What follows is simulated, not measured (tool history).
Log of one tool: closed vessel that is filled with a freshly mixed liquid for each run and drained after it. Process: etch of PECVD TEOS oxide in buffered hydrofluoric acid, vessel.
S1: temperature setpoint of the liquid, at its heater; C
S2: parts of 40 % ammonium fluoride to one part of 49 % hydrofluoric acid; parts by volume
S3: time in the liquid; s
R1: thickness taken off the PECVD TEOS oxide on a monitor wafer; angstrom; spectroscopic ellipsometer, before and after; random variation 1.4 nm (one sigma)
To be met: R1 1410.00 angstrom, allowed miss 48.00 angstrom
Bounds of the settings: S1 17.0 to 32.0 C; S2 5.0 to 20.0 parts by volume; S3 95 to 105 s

Run 1, hour 0.0: S1 25.0 C, S2 12.0 parts by volume, S3 95 s. Result: R1 996.78 angstrom.
Run 2, hour 0.8: S1 25.0 C, S2 14.0 parts by volume, S3 95 s. Result: R1 853.07 angstrom.
Run 3, hour 6.6: S1 25.0 C, S2 16.5 parts by volume, S3 95 s. Result: R1 719.18 angstrom.
Run 4, hour 12.6: S1 28.0 C, S2 16.5 parts by volume, S3 95 s. Result: R1 835.06 angstrom.
Run 5, hour 17.2: S1 28.0 C, S2 20.0 parts by volume, S3 95 s. Result: R1 707.49 angstrom.
Run 6, hour 25.7: S1 29.5 C, S2 20.0 parts by volume, S3 95 s. Result: R1 761.54 angstrom.
Run 7, hour 26.9: S1 30.0 C, S2 19.0 parts by volume, S3 95 s. Result: R1 821.27 angstrom.
Run 8, hour 27.5: S1 30.0 C, S2 18.0 parts by volume, S3 95 s. Result: R1 861.22 angstrom.
Run 9, hour 31.4: S1 30.0 C, S2 18.0 parts by volume, S3 95 s. Result: R1 867.91 angstrom.
Run 10, hour 34.4: S1 30.0 C, S2 17.0 parts by volume, S3 95 s. Result: R1 915.93 angstrom.
Run 11, hour 41.7: S1 30.0 C, S2 16.5 parts by volume, S3 95 s. Result: R1 943.24 angstrom.
Run 12, hour 43.1: S1 30.0 C, S2 16.0 parts by volume, S3 95 s. Result: R1 974.04 angstrom.
Run 13, hour 47.0: S1 30.0 C, S2 15.5 parts by volume, S3 95 s. Result: R1 1009.30 angstrom.
Run 14, hour 53.5: S1 30.0 C, S2 15.0 parts by volume, S3 95 s. Result: R1 1033.40 angstrom.
Run 15, hour 61.8: S1 30.0 C, S2 14.5 parts by volume, S3 95 s. Result: R1 1063.20 angstrom.
At hour 63.3: thermometer replaced.
Run 16, hour 63.3: S1 30.0 C, S2 14.0 parts by volume, S3 95 s. Result: R1 1163.40 angstrom.
Run 17, hour 66.6: S1 31.0 C, S2 13.5 parts by volume, S3 95 s. Result: R1 1280.40 angstrom.

Which of these 4 next moves meets every target?
Run A, hour 69.9: S1 28.5 C, S2 11.5 parts by volume, S3 100 s. Result: R1 ?.
Run B, hour 69.9: S1 28.5 C, S2 12.0 parts by volume, S3 95 s. Result: R1 ?.
Run C, hour 69.9: S1 31.5 C, S2 15.5 parts by volume, S3 95 s. Result: R1 ?.
Run D, hour 69.9: S1 30.0 C, S2 13.0 parts by volume, S3 95 s. Result: R1 ?.

move       R1
   A  1404.20
   B  1279.80
   C  1166.40
   D  1281.00
A: meets every target
B: as far off as the last run
C: further off than the last run
D: as far off as the last run
Answer: A
